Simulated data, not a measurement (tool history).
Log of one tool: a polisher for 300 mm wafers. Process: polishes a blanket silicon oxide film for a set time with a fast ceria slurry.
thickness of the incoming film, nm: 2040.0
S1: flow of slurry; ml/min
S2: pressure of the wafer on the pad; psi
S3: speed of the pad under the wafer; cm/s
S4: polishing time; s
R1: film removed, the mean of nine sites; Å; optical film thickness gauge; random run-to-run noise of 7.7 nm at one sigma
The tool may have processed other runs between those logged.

{"run": 1, "day": 0.0, "S1": 170, "S2": 1.9, "S3": 120, "S4": 83, "R1": 9657.5}
{"run": 2, "day": 0.262, "S1": 175, "S2": 1.9, "S3": 120, "S4": 83, "R1": 9727.0}
{"run": 3, "day": 0.325, "S1": 175, "S2": 1.9, "S3": 94, "S4": 83, "R1": 7560.6}
{"run": 4, "day": 0.438, "S1": 175, "S2": 1.9, "S3": 94, "S4": 86, "R1": 7889.0}
{"run": 5, "day": 0.533, "S1": 160, "S2": 1.9, "S3": 94, "S4": 86, "R1": 7768.3}
{"run": 6, "day": 0.575, "S1": 165, "S2": 2.0, "S3": 94, "S4": 86, "R1": 8197.5}

Forecast run 7:
{"run": 7, "day": 0.804, "S1": 170, "S2": 2.1, "S3": 94, "S4": 86, "R1": "?"}

{"run 7": {"R1": 8743.2}}

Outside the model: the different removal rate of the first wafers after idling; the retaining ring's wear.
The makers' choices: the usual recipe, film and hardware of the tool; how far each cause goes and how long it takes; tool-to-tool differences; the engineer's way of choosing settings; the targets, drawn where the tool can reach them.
